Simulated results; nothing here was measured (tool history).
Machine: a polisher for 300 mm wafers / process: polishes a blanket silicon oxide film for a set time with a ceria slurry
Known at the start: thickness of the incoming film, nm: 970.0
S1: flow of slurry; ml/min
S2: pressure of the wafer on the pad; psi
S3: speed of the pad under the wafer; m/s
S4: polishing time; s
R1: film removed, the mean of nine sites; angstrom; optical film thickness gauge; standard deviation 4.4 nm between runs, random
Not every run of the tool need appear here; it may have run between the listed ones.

| run | hour | S1 | S2 | S3 | S4 | R1 |
|---|---|---|---|---|---|---|
| 1 | 0 | 165 | 3.4 | 1.06 | 44 | 2160.2 |
| 2 | 7.1 | 165 | 3.4 | 1.06 | 44 | 2161.2 |
| 3 | 9.8 | 165 | 3.6 | 1.06 | 44 | 2266.2 |
| 4 | 17.2 | 165 | 3.2 | 1.06 | 44 | 2058.9 |
| 5 | 20.1 | 165 | 3.9 | 1.06 | 44 | 2449.3 |
| 6 | 26.6 | 165 | 4.1 | 1.06 | 44 | 2585.2 |

Predict the results of run 7:
| 7 | 32 | 165 | 4.3 | 1.06 | 44 | ? |

{"run 7": {"R1": 2686.5}}
